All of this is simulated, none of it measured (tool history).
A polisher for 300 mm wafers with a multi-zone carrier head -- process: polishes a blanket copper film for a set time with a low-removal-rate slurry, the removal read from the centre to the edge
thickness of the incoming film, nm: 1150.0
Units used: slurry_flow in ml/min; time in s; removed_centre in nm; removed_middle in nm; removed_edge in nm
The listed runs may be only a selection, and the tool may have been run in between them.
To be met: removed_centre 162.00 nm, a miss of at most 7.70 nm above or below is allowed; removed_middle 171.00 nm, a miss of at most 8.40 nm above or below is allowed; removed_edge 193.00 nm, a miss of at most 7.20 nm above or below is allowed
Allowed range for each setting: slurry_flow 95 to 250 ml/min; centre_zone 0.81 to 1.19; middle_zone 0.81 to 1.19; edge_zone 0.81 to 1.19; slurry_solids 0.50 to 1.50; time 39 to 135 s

run,hour,slurry_flow,centre_zone,middle_zone,edge_zone,slurry_solids,time,removed_centre,removed_middle,removed_edge
1,0.0,160,1.00,1.00,1.00,1.00,87,295.95,297.19,298.60
2,2.0,160,1.00,1.00,1.05,1.00,87,299.01,284.58,305.46
3,4.1,190,1.00,1.00,1.05,1.00,87,312.94,306.82,315.18
4,9.9,190,1.00,1.00,1.00,1.00,87,303.22,300.28,306.28
5,16.5,190,1.00,0.92,1.00,1.00,87,304.53,285.56,308.01
6,24.8,190,1.00,0.92,1.00,1.00,76,273.57,244.26,267.65
7,30.9,180,0.97,0.91,0.99,0.90,74,250.43,231.93,251.38
8,36.3,170,0.94,0.91,1.00,0.85,72,228.94,224.90,241.37
9,37.2,165,0.92,0.89,1.00,0.80,70,216.73,206.58,230.31
10,39.7,160,0.90,0.89,1.00,0.75,69,198.31,202.89,219.66
11,43.0,155,0.89,0.88,1.00,0.70,69,192.75,194.96,216.79
12,45.0,150,0.88,0.87,0.99,0.70,69,193.24,193.38,217.76
13,53.8,150,0.87,0.87,0.99,0.65,68,182.21,191.67,209.62
14,56.3,145,0.86,0.86,0.99,0.65,68,177.40,189.54,206.88
15,63.9,140,0.86,0.85,0.99,0.65,68,173.44,180.38,208.97
16,65.2,120,0.85,0.86,0.91,0.50,67,152.86,162.69,185.94

Which single option among these 4 for the next run brings every result within its allowed miss of target? Just one does.
A,66.5,100,0.91,0.85,0.82,0.60,68,?,?,?
B,66.5,100,0.87,0.89,0.95,0.80,66,?,?,?
C,66.5,130,0.98,0.95,0.98,0.55,57,?,?,?
D,66.5,175,0.85,0.97,0.87,0.50,61,?,?,?

move,removed_centre,removed_middle,removed_edge
A,163.33,162.58,177.08
B,161.16,172.98,195.36
C,158.47,155.59,166.60
D,154.69,176.45,172.99
A: puts the biggest miss on target and leaves a different result outside tolerance
B: all results in spec
C: puts the biggest miss on target and leaves a different result outside tolerance
D: puts the biggest miss on target and leaves a different result outside tolerance
B meets every target.
